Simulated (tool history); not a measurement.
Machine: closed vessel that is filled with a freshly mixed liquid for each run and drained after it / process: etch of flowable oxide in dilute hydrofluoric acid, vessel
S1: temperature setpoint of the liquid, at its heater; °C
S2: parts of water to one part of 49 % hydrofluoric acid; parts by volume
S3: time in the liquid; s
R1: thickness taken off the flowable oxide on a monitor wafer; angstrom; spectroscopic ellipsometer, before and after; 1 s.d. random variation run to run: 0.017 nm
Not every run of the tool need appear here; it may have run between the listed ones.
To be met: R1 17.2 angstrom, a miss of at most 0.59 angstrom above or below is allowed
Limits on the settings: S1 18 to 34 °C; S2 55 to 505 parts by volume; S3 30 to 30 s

run,hour,S1,S2,S3,R1
1,0,26,280,30,37.392
2,2.5,24,310,30,31.261
3,4.6,25.5,310,30,32.659
4,8.4,24,340,30,27.82
5,10.5,23,365,30,24.198
6,16,23,365,30,24.358
7,24.4,22,380,30,22.198
8,27.8,21,390,30,20.815
9,33.2,21,390,30,20.814
10,40.8,20.5,400,30,19.816
11,46.5,20,405,30,19.158

Next run, 5 choices. One meets every target within its allowed miss, the rest don't. Which?
A,52.2,23,475,30,?
B,52.2,21.5,390,30,?
C,52.2,21.5,405,30,?
D,52.2,18.5,395,30,?
E,52.2,18.5,375,30,?

move,R1
A,17.191
B,21.406
C,20.351
D,18.96
E,20.297
A: all results in spec
B: the biggest miss grows against the last run
C: the biggest miss grows against the last run
D: better than the last run, though not everything is in spec
E: the biggest miss grows against the last run
Go with A: it meets all targets.
